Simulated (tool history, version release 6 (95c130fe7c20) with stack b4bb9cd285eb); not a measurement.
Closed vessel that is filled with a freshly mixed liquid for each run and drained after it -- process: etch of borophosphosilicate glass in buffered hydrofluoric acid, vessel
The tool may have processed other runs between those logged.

run  hour  temperature setpoint of the liquid (°C)  parts of 40 % ammonium fluoride to one part of 49 % hydrofluoric acid (parts by volume)  time in the liquid (s)  thickness taken off the borophosphosilicate glass on a monitor wafer (nm)
  1   0.0                                     20.0                                                                                     22.0                      35                                                                     22.261
  2   7.9                                     22.0                                                                                     22.0                      35                                                                     24.903
  3   9.2                                     22.0                                                                                     24.5                      35                                                                     23.154
  4  16.3                                     23.5                                                                                     24.5                      35                                                                     24.794
  5  17.7                                     22.0                                                                                     24.5                      35                                                                     22.929
  6  26.7                                     22.0                                                                                     24.5                      35                                                                     22.750
  7  30.2                                     23.5                                                                                     24.5                      35                                                                     24.916

The next listed run, before its measurement:
  8  36.0                                     24.5                                                                                     24.5                      35                                                                          ?

{"run 8": {"thickness taken off the borophosphosilicate glass on a monitor wafer (nm)": 26.089}}
